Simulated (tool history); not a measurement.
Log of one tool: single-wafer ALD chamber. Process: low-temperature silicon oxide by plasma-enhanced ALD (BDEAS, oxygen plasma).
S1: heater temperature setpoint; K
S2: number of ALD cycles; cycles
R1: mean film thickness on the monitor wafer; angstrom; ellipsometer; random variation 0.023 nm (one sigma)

Run 1, hour 0: S1 383.15 K, S2 25 cycles. Result: R1 36.166 angstrom.
Run 2, hour 7.9: S1 382.15 K, S2 27 cycles. Result: R1 38.994 angstrom.
Run 3, hour 11.2: S1 381.15 K, S2 29 cycles. Result: R1 42.012 angstrom.
Run 4, hour 18.8: S1 380.15 K, S2 30 cycles. Result: R1 43.572 angstrom.
At hour 24.2: thermocouple changed; heater temperature recalibrated.
Run 5, hour 24.2: S1 380.15 K, S2 27 cycles. Result: R1 38.873 angstrom.
Run 6, hour 27.3: S1 380.15 K, S2 29 cycles. Result: R1 41.78 angstrom.
Run 7, hour 28: S1 380.15 K, S2 30 cycles. Result: R1 42.865 angstrom.
Run 8, hour 34.4: S1 380.15 K, S2 31 cycles. Result: R1 45.129 angstrom.

The next listed run, before its measurement:
Run 9, hour 40.9: S1 380.15 K, S2 31 cycles. Result: R1 ?.

R1: 44.659 angstrom
